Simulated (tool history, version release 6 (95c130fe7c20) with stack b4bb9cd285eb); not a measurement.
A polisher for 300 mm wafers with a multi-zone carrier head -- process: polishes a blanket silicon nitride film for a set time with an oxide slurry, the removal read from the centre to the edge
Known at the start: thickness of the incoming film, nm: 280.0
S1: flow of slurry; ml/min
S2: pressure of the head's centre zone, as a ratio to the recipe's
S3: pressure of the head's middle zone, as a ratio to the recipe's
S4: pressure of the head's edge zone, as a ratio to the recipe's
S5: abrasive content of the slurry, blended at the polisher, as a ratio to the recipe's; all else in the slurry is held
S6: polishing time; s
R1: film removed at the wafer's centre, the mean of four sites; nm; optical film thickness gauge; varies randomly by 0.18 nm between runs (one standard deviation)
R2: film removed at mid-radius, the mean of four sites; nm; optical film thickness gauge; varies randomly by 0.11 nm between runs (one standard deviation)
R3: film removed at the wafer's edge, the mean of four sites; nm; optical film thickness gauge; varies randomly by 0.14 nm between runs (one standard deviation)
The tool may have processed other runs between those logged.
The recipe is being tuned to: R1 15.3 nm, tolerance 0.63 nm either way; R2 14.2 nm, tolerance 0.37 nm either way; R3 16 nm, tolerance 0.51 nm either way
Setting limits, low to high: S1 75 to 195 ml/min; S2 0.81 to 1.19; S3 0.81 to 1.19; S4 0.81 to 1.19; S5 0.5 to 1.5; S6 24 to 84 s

Run 1, hour 0: S1 125 ml/min, S2 1, S3 1, S4 1, S5 1, S6 54 s. Result: R1 42.622 nm, R2 41.462 nm, R3 41.396 nm.
Run 2, hour 3.6: S1 110 ml/min, S2 0.97, S3 0.94, S4 0.95, S5 0.85, S6 45 s. Result: R1 30.439 nm, R2 29.448 nm, R3 30.446 nm.
Run 3, hour 10: S1 135 ml/min, S2 0.97, S3 0.94, S4 0.95, S5 0.85, S6 45 s. Result: R1 32.82 nm, R2 31.01 nm, R3 31.301 nm.
Run 4, hour 12.5: S1 120 ml/min, S2 0.96, S3 0.9, S4 0.93, S5 0.75, S6 39 s. Result: R1 24.899 nm, R2 23.314 nm, R3 24.72 nm.
Run 5, hour 19.2: S1 120 ml/min, S2 0.96, S3 0.9, S4 0.9, S5 0.75, S6 39 s. Result: R1 25.145 nm, R2 23.494 nm, R3 23.952 nm.
Run 6, hour 23.4: S1 110 ml/min, S2 0.95, S3 0.87, S4 0.89, S5 0.7, S6 37 s. Result: R1 22.118 nm, R2 20.409 nm, R3 21.529 nm.
Run 7, hour 25: S1 75 ml/min, S2 0.9, S3 0.81, S4 0.85, S5 0.5, S6 31 s. Result: R1 12.11 nm, R2 11.091 nm, R3 12.699 nm.
Run 8, hour 25.9: S1 90 ml/min, S2 0.9, S3 0.81, S4 0.87, S5 0.5, S6 31 s. Result: R1 12.911 nm, R2 11.942 nm, R3 13.55 nm.
Run 9, hour 31.9: S1 100 ml/min, S2 0.9, S3 0.81, S4 0.89, S5 0.5, S6 31 s. Result: R1 13.297 nm, R2 12.129 nm, R3 13.908 nm.
Run 10, hour 37: S1 135 ml/min, S2 0.87, S3 0.86, S4 0.98, S5 0.55, S6 31 s. Result: R1 15.283 nm, R2 14.829 nm, R3 16.437 nm.
Run 11, hour 40.9: S1 135 ml/min, S2 0.88, S3 0.85, S4 0.97, S5 0.55, S6 31 s. Result: R1 15.284 nm, R2 14.617 nm, R3 16.375 nm.

Consider the 4 candidate settings below. Which is the only one whose results all fall within their allowed miss of target?
Run A, hour 44.8: S1 120 ml/min, S2 0.83, S3 0.81, S4 1.02, S5 0.55, S6 30 s. Result: R1 ?, R2 ?, R3 ?.
Run B, hour 44.8: S1 145 ml/min, S2 0.91, S3 0.84, S4 0.99, S5 0.5, S6 32 s. Result: R1 ?, R2 ?, R3 ?.
Run C, hour 44.8: S1 130 ml/min, S2 0.83, S3 0.85, S4 0.99, S5 0.55, S6 32 s. Result: R1 ?, R2 ?, R3 ?.
Run D, hour 44.8: S1 125 ml/min, S2 0.85, S3 0.84, S4 0.99, S5 0.55, S6 29 s. Result: R1 ?, R2 ?, R3 ?.

move      R1      R2      R3
   A   13.49  13.554  16.019
   B  15.131  14.353  16.043
   C  14.681  15.304   17.04
   D  13.457  13.619  15.354
A: takes the result that was furthest off past its target
B: each result inside its tolerance
C: lands further from the targets than the last run did
D: takes the result that was furthest off past its target
B meets every target.

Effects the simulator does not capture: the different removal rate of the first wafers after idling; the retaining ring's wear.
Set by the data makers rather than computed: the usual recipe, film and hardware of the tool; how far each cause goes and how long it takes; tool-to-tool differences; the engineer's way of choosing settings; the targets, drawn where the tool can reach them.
